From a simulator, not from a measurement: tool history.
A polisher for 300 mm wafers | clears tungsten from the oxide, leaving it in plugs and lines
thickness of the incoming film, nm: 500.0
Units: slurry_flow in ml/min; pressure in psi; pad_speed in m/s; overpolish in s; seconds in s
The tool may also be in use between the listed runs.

run,day,slurry_flow,pressure,pad_speed,slurry_solids,overpolish,seconds
1,0.000,185,4.5,1.34,1.0,35,78.741
2,0.238,225,4.5,1.34,1.0,35,78.259
3,0.317,225,4.1,1.34,1.0,35,83.213
4,0.583,225,3.6,1.26,1.0,35,101.680
5,0.767,245,3.6,1.26,1.0,35,99.876
6,0.958,245,3.3,1.22,1.0,35,111.510
7,1.267,245,3.0,1.20,1.0,35,124.080
8,1.517,245,3.0,1.20,1.0,35,123.800
9,1.738,245,2.8,1.20,1.0,35,129.900

Forecast run 10:
10,2.021,245,2.6,1.20,1.0,35,?

{"run 10": {"seconds": 134.78}}
